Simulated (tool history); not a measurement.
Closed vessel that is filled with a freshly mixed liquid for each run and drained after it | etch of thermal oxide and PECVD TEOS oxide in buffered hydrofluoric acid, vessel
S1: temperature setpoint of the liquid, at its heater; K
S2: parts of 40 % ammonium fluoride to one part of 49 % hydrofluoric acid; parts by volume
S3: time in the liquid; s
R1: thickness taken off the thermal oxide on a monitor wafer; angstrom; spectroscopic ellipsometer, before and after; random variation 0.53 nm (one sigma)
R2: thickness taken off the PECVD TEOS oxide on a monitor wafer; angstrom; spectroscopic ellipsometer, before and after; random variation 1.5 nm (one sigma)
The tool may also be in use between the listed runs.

{"run": 1, "hour": 0.0, "S1": 297.15, "S2": 13.5, "S3": 60, "R1": 452.22, "R2": 1211.5}
{"run": 2, "hour": 2.4, "S1": 297.15, "S2": 13.5, "S3": 80, "R1": 592.1, "R2": 1608.6}
{"run": 3, "hour": 5.6, "S1": 296.65, "S2": 13.5, "S3": 80, "R1": 586.24, "R2": 1564.1}
{"run": 4, "hour": 13.6, "S1": 296.65, "S2": 16, "S3": 80, "R1": 483.8, "R2": 1344.9}
{"run": 5, "hour": 16.0, "S1": 296.65, "S2": 16, "S3": 60, "R1": 363.08, "R2": 985.17}
{"run": 6, "hour": 19.4, "S1": 296.65, "S2": 16, "S3": 80, "R1": 485.36, "R2": 1340.5}
{"run": 7, "hour": 24.6, "S1": 297.15, "S2": 16, "S3": 80, "R1": 490.39, "R2": 1364.1}

Run 8 comes next. What will it give?
{"run": 8, "hour": 32.9, "S1": 297.65, "S2": 15.5, "S3": 80, "R1": "?", "R2": "?"}

Run 8 gave R1 532.02 angstrom, R2 1450.6 angstrom.

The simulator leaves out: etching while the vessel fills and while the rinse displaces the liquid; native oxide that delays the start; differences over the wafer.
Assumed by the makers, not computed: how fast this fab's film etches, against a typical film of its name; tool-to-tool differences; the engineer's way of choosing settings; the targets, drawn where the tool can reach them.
